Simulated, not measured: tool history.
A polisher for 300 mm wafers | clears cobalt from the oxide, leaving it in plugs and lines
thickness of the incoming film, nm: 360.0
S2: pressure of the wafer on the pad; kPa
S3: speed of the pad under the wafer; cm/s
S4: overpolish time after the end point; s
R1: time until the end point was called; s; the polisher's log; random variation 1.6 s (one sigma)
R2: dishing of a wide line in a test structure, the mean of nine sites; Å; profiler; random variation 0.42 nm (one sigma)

Run 1, hour 0: flow of slurry (ml/min) 265, S2 13.8 kPa, S3 80 cm/s, S4 19 s. Result: R1 70.173 s, R2 353.23 Å.
Run 2, hour 5.1: flow of slurry (ml/min) 265, S2 16.5 kPa, S3 80 cm/s, S4 19 s. Result: R1 61.437 s, R2 367.74 Å.
Run 3, hour 11.7: flow of slurry (ml/min) 265, S2 15.2 kPa, S3 78 cm/s, S4 21 s. Result: R1 65.079 s, R2 371.3 Å.
Run 4, hour 12.8: flow of slurry (ml/min) 205, S2 15.2 kPa, S3 78 cm/s, S4 21 s. Result: R1 68.98 s, R2 352.97 Å.
Run 5, hour 16: flow of slurry (ml/min) 205, S2 13.8 kPa, S3 76 cm/s, S4 23 s. Result: R1 75.436 s, R2 361.09 Å.
Run 6, hour 22.4: flow of slurry (ml/min) 205, S2 13.8 kPa, S3 84 cm/s, S4 23 s. Result: R1 69.545 s, R2 369.99 Å.
Run 7, hour 28.1: flow of slurry (ml/min) 205, S2 12.4 kPa, S3 84 cm/s, S4 24 s. Result: R1 77.3 s, R2 370.43 Å.
Run 8, hour 31.9: flow of slurry (ml/min) 205, S2 11.7 kPa, S3 84 cm/s, S4 24 s. Result: R1 77.06 s, R2 366.16 Å.
Run 9, hour 36.4: flow of slurry (ml/min) 205, S2 11 kPa, S3 84 cm/s, S4 25 s. Result: R1 81.584 s, R2 360.59 Å.

The next listed run, before its measurement:
Run 10, hour 40.8: flow of slurry (ml/min) 205, S2 10.3 kPa, S3 84 cm/s, S4 26 s. Result: R1 ?, R2 ?.

Run 10 gave R1 86.278 s, R2 369.9 Å.
